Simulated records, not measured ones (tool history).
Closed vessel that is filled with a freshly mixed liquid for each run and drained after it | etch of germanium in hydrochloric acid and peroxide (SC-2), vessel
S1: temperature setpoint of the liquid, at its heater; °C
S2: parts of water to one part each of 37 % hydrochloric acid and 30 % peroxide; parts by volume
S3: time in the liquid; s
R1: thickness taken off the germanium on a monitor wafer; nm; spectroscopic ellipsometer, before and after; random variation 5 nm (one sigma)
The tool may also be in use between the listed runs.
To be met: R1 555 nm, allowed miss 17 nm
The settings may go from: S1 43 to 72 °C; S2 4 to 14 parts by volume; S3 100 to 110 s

{"run": 1, "hour": 0.0, "S1": 59, "S2": 7.5, "S3": 100, "R1": 416.22}
{"run": 2, "hour": 1.1, "S1": 61.5, "S2": 7.5, "S3": 100, "R1": 457.59}
{"run": 3, "hour": 3.2, "S1": 56, "S2": 7.5, "S3": 100, "R1": 379.65}
{"run": 4, "hour": 8.9, "S1": 56, "S2": 9.5, "S3": 100, "R1": 375.69}
{"run": 5, "hour": 12.4, "S1": 59, "S2": 9.5, "S3": 100, "R1": 406.68}
{"run": 6, "hour": 14.2, "S1": 59, "S2": 11.5, "S3": 100, "R1": 395.95}
{"run": 7, "hour": 22.4, "S1": 62, "S2": 11.5, "S3": 100, "R1": 430.1}
{"run": 8, "hour": 25.8, "S1": 64, "S2": 11.5, "S3": 100, "R1": 457.14}
{"run": 9, "hour": 28.7, "S1": 65.5, "S2": 11.5, "S3": 100, "R1": 475.64}
{"run": 10, "hour": 34.2, "S1": 67, "S2": 11.5, "S3": 100, "R1": 500.41}
{"run": 11, "hour": 39.4, "S1": 68, "S2": 11.5, "S3": 100, "R1": 510.03}

5 next moves are on the table. One of them brings every result within its allowed miss. Which?
{"run": "A", "hour": 44.6, "S1": 63.5, "S2": 10, "S3": 100, "R1": "?"}
{"run": "B", "hour": 44.6, "S1": 65.5, "S2": 11, "S3": 100, "R1": "?"}
{"run": "C", "hour": 44.6, "S1": 64.5, "S2": 11, "S3": 105, "R1": "?"}
{"run": "D", "hour": 44.6, "S1": 65, "S2": 13, "S3": 100, "R1": "?"}
{"run": "E", "hour": 44.6, "S1": 68, "S2": 6, "S3": 100, "R1": "?"}

move=A R1=454.11
move=B R1=474.61
move=C R1=484.51
move=D R1=456.21
move=E R1=540.99
A: further off than the last run
B: further off than the last run
C: further off than the last run
D: further off than the last run
E: meets every target
Answer: E
